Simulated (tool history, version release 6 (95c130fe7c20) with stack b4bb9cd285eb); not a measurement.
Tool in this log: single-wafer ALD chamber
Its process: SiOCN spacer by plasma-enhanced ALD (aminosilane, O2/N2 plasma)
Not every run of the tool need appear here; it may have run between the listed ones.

run,hour,heater temperature setpoint (°C),number of ALD cycles (cycles),mean film thickness on the monitor wafer (nm)
1,0.0,395,52,3.3158
2,1.5,395,58,3.6718
3,7.2,395,57,3.5677
4,10.8,395,62,3.9346
5,19.0,395,69,4.3334
6,21.8,395,69,4.3800
7,30.7,395,66,4.1595
8,34.7,395,64,4.0373
9,39.6,395,62,3.9244
10,45.8,395,61,3.8437

What does the tool deliver on the next run?
11,54.0,395,60,?

Logged for run 11: mean film thickness on the monitor wafer (nm) 3.8116.

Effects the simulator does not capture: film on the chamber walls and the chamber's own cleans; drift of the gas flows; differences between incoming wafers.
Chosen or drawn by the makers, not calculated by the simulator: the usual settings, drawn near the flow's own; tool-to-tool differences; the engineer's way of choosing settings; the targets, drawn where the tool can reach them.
